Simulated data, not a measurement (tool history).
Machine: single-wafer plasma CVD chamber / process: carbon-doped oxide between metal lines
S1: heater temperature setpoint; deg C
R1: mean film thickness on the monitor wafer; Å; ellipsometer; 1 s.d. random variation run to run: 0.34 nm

Run 1, hour 0.0: S1 335 deg C, chamber pressure (Pa) 513, RF power (kW) 0.600, deposition time (s) 14.7. Result: R1 799.96 Å.
Run 2, hour 1.1: S1 327 deg C, chamber pressure (Pa) 513, RF power (kW) 0.600, deposition time (s) 14.7. Result: R1 816.88 Å.
Run 3, hour 3.3: S1 327 deg C, chamber pressure (Pa) 468, RF power (kW) 0.600, deposition time (s) 14.7. Result: R1 807.44 Å.
Run 4, hour 8.6: S1 327 deg C, chamber pressure (Pa) 468, RF power (kW) 0.600, deposition time (s) 13.9. Result: R1 758.04 Å.
Run 5, hour 17.6: S1 326 deg C, chamber pressure (Pa) 505, RF power (kW) 0.610, deposition time (s) 13.9. Result: R1 779.59 Å.
Run 6, hour 20.9: S1 326 deg C, chamber pressure (Pa) 579, RF power (kW) 0.610, deposition time (s) 13.9. Result: R1 794.24 Å.
Run 7, hour 21.5: S1 325 deg C, chamber pressure (Pa) 593, RF power (kW) 0.620, deposition time (s) 13.9. Result: R1 813.10 Å.
Run 8, hour 28.4: S1 324 deg C, chamber pressure (Pa) 609, RF power (kW) 0.625, deposition time (s) 13.9. Result: R1 818.52 Å.
Run 9, hour 33.5: S1 323 deg C, chamber pressure (Pa) 623, RF power (kW) 0.630, deposition time (s) 13.9. Result: R1 830.86 Å.
Run 10, hour 42.0: S1 322 deg C, chamber pressure (Pa) 633, RF power (kW) 0.635, deposition time (s) 13.9. Result: R1 838.76 Å.
Run 11, hour 44.0: S1 321 deg C, chamber pressure (Pa) 641, RF power (kW) 0.635, deposition time (s) 13.9. Result: R1 843.73 Å.
Run 12, hour 51.7: S1 320 deg C, chamber pressure (Pa) 647, RF power (kW) 0.635, deposition time (s) 13.9. Result: R1 851.42 Å.

What does the tool deliver on the next run?
Run 13, hour 55.0: S1 319 deg C, chamber pressure (Pa) 649, RF power (kW) 0.635, deposition time (s) 13.9. Result: R1 ?.

R1: 844.77 Å
